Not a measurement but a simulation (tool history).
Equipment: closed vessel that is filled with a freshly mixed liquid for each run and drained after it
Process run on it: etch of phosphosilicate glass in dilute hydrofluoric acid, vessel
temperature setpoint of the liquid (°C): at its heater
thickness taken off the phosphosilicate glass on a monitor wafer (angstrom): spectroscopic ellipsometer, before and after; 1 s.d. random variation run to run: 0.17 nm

run  hour  temperature setpoint of the liquid (°C)  parts of water to one part of 49 % hydrofluoric acid (parts by volume)  time in the liquid (s)  thickness taken off the phosphosilicate glass on a monitor wafer (angstrom)
  1   0.0                                     22.0                                                                     105                     105                                                                       540.87
  2   4.9                                     21.0                                                                     115                     105                                                                       474.51
  3  13.1                                     20.0                                                                     125                     105                                                                       413.07
  4  21.7                                     19.5                                                                     130                     105                                                                       383.45
  5  25.1                                     19.5                                                                     130                     105                                                                       389.72
  6  26.2                                     19.5                                                                     105                     105                                                                       488.05
  7  32.7                                     19.5                                                                     105                     105                                                                       494.15
  8  34.0                                     19.0                                                                     115                     105                                                                       438.82

For run 9, what comes out?
  9  38.6                                     18.5                                                                     125                     105                                                                            ?

Run 9 yielded thickness taken off the phosphosilicate glass on a monitor wafer (angstrom) 388.51.

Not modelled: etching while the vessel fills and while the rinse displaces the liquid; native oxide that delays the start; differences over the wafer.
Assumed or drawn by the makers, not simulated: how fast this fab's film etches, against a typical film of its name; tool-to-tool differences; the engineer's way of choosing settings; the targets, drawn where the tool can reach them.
